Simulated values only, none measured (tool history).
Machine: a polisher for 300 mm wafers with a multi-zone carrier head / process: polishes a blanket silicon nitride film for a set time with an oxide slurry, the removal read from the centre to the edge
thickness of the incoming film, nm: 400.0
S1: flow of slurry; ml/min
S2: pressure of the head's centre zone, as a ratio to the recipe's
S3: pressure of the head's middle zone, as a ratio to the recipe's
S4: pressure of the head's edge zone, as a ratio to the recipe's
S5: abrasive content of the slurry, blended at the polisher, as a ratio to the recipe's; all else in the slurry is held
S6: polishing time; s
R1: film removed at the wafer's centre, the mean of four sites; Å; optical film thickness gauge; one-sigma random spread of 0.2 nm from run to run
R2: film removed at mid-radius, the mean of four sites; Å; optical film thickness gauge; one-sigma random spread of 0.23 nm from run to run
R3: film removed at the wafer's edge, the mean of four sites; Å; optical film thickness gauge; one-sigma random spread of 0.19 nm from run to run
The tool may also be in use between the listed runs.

run,hour,S1,S2,S3,S4,S5,S6,R1,R2,R3
1,0.0,290,1.00,1.00,1.00,1.00,61,346.13,350.48,344.57
2,2.2,285,0.98,1.00,0.98,0.90,61,319.69,334.33,321.59
3,4.8,280,0.96,0.99,0.96,0.85,61,299.58,310.49,305.46
4,5.9,280,0.96,0.99,0.96,0.75,61,275.74,291.02,284.23
5,9.4,220,0.96,0.99,0.96,0.75,61,267.74,276.02,273.19
6,17.5,215,0.94,1.00,0.95,0.75,61,260.34,281.56,275.73
7,18.7,210,0.93,1.00,0.93,0.75,61,257.28,282.12,271.10
8,22.8,205,0.92,1.00,0.92,0.75,61,253.98,283.65,267.79
9,24.0,200,0.91,1.00,0.91,0.75,61,247.89,284.12,268.54

What does the tool deliver on the next run?
10,27.2,200,0.91,1.00,0.90,0.75,61,?,?,?

{"run 10": {"R1": 249.35, "R2": 279.61, "R3": 265.26}}
